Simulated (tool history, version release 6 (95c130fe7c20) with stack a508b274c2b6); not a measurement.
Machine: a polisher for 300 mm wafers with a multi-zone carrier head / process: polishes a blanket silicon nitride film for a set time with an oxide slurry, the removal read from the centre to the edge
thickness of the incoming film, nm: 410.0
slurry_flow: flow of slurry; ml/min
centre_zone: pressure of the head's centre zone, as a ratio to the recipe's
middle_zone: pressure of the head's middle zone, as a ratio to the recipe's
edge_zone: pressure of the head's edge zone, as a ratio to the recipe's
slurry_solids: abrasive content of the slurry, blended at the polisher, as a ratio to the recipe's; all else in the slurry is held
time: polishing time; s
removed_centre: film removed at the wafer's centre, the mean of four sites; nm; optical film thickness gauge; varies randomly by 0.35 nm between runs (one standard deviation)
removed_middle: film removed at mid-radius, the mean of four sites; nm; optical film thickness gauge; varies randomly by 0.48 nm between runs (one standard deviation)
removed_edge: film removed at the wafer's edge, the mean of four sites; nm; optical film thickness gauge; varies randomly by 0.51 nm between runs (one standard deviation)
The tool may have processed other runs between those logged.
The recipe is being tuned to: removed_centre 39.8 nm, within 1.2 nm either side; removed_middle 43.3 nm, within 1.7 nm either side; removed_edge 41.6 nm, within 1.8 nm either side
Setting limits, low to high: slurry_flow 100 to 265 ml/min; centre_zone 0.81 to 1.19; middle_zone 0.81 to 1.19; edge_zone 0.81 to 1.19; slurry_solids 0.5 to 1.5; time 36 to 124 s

run,hour,slurry_flow,centre_zone,middle_zone,edge_zone,slurry_solids,time,removed_centre,removed_middle,removed_edge
1,0,170,1,1,1,1,79,57.753,56.985,54.893
2,2.7,170,1.04,1,1,1,79,59.852,55.665,55.502
3,10.4,170,1.04,1,1,1.2,79,66.353,63.076,60.017
4,17.7,165,1,0.99,0.97,1.1,78,58.995,57.492,56.06
5,22.2,165,1,0.99,0.97,1.1,62,47.037,45.928,45.889
6,25.2,165,0.97,0.99,0.97,1.1,62,46.518,46.948,44.611
7,31.9,115,0.87,0.94,1.07,1,62,36.12,38.491,41.874
8,37,125,0.88,0.95,1.05,1,62,36.243,41.136,43.741
9,44.4,130,0.9,0.96,1.03,1,62,38.235,41.029,43.516
10,48.2,140,0.91,0.97,1.01,0.95,62,38.375,41.361,41.411
11,54.6,145,0.91,0.97,1.01,0.95,62,38.831,41.225,42.678
12,56.7,145,0.91,0.98,1,0.95,62,38.575,41.885,42.295

Pick the move, out of 4, that brings all results within their allowed miss; only one does.
A,58.8,180,0.95,1.05,0.86,0.85,63,?,?,?
B,58.8,140,0.87,1.07,1.03,1,61,?,?,?
C,58.8,120,0.94,1.04,0.95,1,64,?,?,?
D,58.8,150,0.94,0.95,0.95,1.05,58,?,?,?

move,removed_centre,removed_middle,removed_edge
A,40.249,43.432,37.989
B,36.738,44.148,42.061
C,39.864,43.696,41.311
D,39.332,40.353,39.887
A: the furthest-off result lands on target, but another misses its tolerance
B: moves away from the targets compared with the last run
C: each result inside its tolerance
D: the furthest-off result lands on target, but another misses its tolerance
The move that meets every target is C.
